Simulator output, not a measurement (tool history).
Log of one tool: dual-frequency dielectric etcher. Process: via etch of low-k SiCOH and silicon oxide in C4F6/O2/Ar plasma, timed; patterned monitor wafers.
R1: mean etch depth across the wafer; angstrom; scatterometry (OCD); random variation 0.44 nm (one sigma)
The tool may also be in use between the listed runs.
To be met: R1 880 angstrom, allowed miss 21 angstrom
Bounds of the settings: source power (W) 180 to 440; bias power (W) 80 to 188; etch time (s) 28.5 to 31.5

{"run": 1, "hour": 0.0, "source power (W)": 310, "bias power (W)": 134, "etch time (s)": 31.5, "R1": 746.04}
{"run": 2, "hour": 4.0, "source power (W)": 340, "bias power (W)": 137, "etch time (s)": 31.5, "R1": 768.1}
{"run": 3, "hour": 4.7, "source power (W)": 340, "bias power (W)": 137, "etch time (s)": 31.5, "R1": 779.68}
{"run": 4, "hour": 12.1, "source power (W)": 340, "bias power (W)": 126, "etch time (s)": 31.5, "R1": 759.38}
{"run": 5, "hour": 16.6, "source power (W)": 360, "bias power (W)": 126, "etch time (s)": 31.5, "R1": 774.84}
{"run": 6, "hour": 17.3, "source power (W)": 380, "bias power (W)": 132, "etch time (s)": 31.5, "R1": 799.85}
{"run": 7, "hour": 18.2, "source power (W)": 400, "bias power (W)": 137, "etch time (s)": 31.5, "R1": 819.03}
{"run": 8, "hour": 19.1, "source power (W)": 410, "bias power (W)": 142, "etch time (s)": 31.5, "R1": 836.04}

Which of these 4 next moves meets every target?
{"run": "A", "hour": 20.0, "source power (W)": 410, "bias power (W)": 147, "etch time (s)": 28.5, "R1": "?"}
{"run": "B", "hour": 20.0, "source power (W)": 440, "bias power (W)": 160, "etch time (s)": 31.5, "R1": "?"}
{"run": "C", "hour": 20.0, "source power (W)": 420, "bias power (W)": 143, "etch time (s)": 29.5, "R1": "?"}
{"run": "D", "hour": 20.0, "source power (W)": 420, "bias power (W)": 144, "etch time (s)": 31.5, "R1": "?"}

move=A R1=760.7
move=B R1=881.95
move=C R1=787.73
move=D R1=842.77
A: further off than the last run
B: meets every target
C: further off than the last run
D: nearer than the last run, and not there yet
Answer: B
